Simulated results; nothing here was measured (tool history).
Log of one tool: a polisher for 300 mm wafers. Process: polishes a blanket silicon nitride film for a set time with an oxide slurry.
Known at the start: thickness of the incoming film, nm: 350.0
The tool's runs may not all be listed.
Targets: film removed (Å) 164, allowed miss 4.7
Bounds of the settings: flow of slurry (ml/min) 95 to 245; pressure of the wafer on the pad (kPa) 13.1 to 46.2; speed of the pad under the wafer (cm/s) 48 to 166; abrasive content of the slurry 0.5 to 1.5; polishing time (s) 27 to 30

run,day,flow of slurry (ml/min),pressure of the wafer on the pad (kPa),speed of the pad under the wafer (cm/s),abrasive content of the slurry,polishing time (s),film removed (Å)
1,0,155,29.6,106,1,30,197.85
2,0.258,150,28.3,106,1,30,192.41
3,0.304,150,26.9,106,1,30,182.36
4,0.354,150,26.2,106,1,30,175.26
5,0.675,150,26.2,106,1,30,178.15
6,0.892,175,26.2,106,1,30,182.72
7,0.962,170,25.5,106,1,30,178.29
8,0.996,145,23.4,106,1,30,160.67

Which of these 4 next moves meets every target?
A,1.029,155,22.8,88,1.25,30,?
B,1.029,155,20.7,122,0.95,30,?
C,1.029,130,29.6,70,1.15,30,?
D,1.029,145,22.1,112,1.3,27,?

move,film removed (Å)
A,154.33
B,155.69
C,151.24
D,164.76
A: further off than the last run
B: further off than the last run
C: further off than the last run
D: meets every target
Answer: D
